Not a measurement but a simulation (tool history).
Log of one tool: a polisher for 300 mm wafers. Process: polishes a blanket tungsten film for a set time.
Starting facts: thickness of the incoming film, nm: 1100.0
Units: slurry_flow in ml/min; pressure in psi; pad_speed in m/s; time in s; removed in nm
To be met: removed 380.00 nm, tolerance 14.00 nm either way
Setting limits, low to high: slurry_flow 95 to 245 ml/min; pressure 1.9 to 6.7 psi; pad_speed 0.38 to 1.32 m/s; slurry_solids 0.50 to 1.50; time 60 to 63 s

run,day,slurry_flow,pressure,pad_speed,slurry_solids,time,removed
1,0.000,155,4.3,0.84,1.00,60,269.19
2,0.308,155,4.3,0.66,1.00,60,229.15
3,0.629,160,4.6,0.66,1.00,60,236.37
4,0.696,160,4.6,0.66,1.00,63,252.19
5,0.771,160,4.6,0.66,0.85,63,239.17
6,1.000,160,5.0,0.66,0.85,63,252.99
7,1.204,160,5.3,0.68,0.85,63,271.58
8,1.417,160,5.5,0.70,0.85,63,292.59
9,1.554,160,5.7,0.70,0.85,63,286.77
10,1.896,165,5.9,0.72,0.85,63,304.24
11,2.058,165,6.0,0.74,0.85,63,316.63
12,2.262,165,6.1,0.76,0.85,63,326.52
13,2.433,165,6.2,0.78,0.85,63,331.80
14,2.504,165,6.3,0.80,0.85,63,352.65
15,2.854,165,6.4,0.80,0.85,63,356.85
16,3.083,165,6.6,0.82,0.85,63,355.19

Which single option among these 4 for the next run brings every result within its allowed miss of target? Just one does.
A,3.312,175,6.4,0.86,0.75,60,?
B,3.312,195,5.5,0.84,1.10,61,?
C,3.312,230,6.7,0.70,0.90,63,?
D,3.312,165,6.7,0.86,0.85,62,?

move,removed
A,346.15
B,339.89
C,350.05
D,375.33
A: the biggest miss grows against the last run
B: the biggest miss grows against the last run
C: the biggest miss grows against the last run
D: all results land within tolerance of their targets
Correct choice: D, which meets every target
